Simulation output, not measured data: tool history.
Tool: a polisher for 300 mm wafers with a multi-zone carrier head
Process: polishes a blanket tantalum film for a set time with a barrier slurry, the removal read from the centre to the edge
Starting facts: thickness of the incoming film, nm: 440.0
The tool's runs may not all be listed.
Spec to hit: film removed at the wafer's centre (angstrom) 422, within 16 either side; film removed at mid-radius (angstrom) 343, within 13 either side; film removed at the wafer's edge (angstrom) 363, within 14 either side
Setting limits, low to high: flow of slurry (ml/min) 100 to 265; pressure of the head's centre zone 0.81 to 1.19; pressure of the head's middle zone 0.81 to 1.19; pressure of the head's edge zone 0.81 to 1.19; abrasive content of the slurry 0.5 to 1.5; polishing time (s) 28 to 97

run	day	flow of slurry (ml/min)	pressure of the head's centre zone	pressure of the head's middle zone	pressure of the head's edge zone	abrasive content of the slurry	polishing time (s)	film removed at the wafer's centre (angstrom)	film removed at mid-radius (angstrom)	film removed at the wafer's edge (angstrom)
1	0	170	1	1	1	1	62	734.35	738.45	732.04
2	0.279	185	1	1	1	1	62	728.42	722.8	734.61
3	0.629	185	1.03	0.96	0.96	0.85	53	629.84	589.44	608.44
4	0.85	185	1.03	0.96	0.96	0.85	59	705.54	649.52	674.41
5	1.15	220	1.03	0.96	0.96	0.85	59	709.26	662.46	681.36
6	1.521	215	1.05	0.94	0.92	0.75	49	599.65	542.87	551.37
7	1.612	210	1.06	0.91	0.89	0.65	43	510.7	441.4	467.21
8	1.662	200	1.07	0.9	0.86	0.6	40	474.22	395.04	416.88
9	1.733	180	1.07	0.9	0.84	0.6	40	468.32	397.83	413.46
10	1.938	185	1.09	0.87	0.82	0.5	33	382.89	317.93	323.53
11	2.012	195	1.1	0.88	0.85	0.5	33	384.25	316.64	338.69
12	2.279	205	1.11	0.89	0.85	0.5	33	399.65	326	332.32
13	2.496	210	1.11	0.89	0.86	0.55	33	405.02	326.35	344.47
14	2.867	215	1.11	0.89	0.86	0.55	33	406.12	327.87	350.97
15	3.104	220	1.11	0.9	0.86	0.55	33	401.44	335.19	340.04
16	3.354	220	1.11	0.9	0.87	0.6	33	411.45	337.58	348.98

Which single option among these 5 for the next run brings every result within its allowed miss of target? Just one does.
A	3.604	185	1.19	0.95	0.92	0.55	32	?	?	?
B	3.604	205	1.19	0.81	0.92	0.7	33	?	?	?
C	3.604	225	1.19	0.97	0.81	0.65	32	?	?	?
D	3.604	260	1.07	0.94	0.97	0.6	32	?	?	?
E	3.604	225	1.11	0.9	0.9	0.55	34	?	?	?

move	film removed at the wafer's centre (angstrom)	film removed at mid-radius (angstrom)	film removed at the wafer's edge (angstrom)
A	408.14	326.78	333.98
B	444.18	311.54	362.62
C	431.38	350.4	335.55
D	389.43	342.5	355.66
E	415.64	340.44	359.11
A: lands further from the targets than the last run did
B: brings the result that was furthest off to its target, and leaves another outside
C: lands further from the targets than the last run did
D: brings the result that was furthest off to its target, and leaves another outside
E: all results in spec
Correct choice: E, which meets every target

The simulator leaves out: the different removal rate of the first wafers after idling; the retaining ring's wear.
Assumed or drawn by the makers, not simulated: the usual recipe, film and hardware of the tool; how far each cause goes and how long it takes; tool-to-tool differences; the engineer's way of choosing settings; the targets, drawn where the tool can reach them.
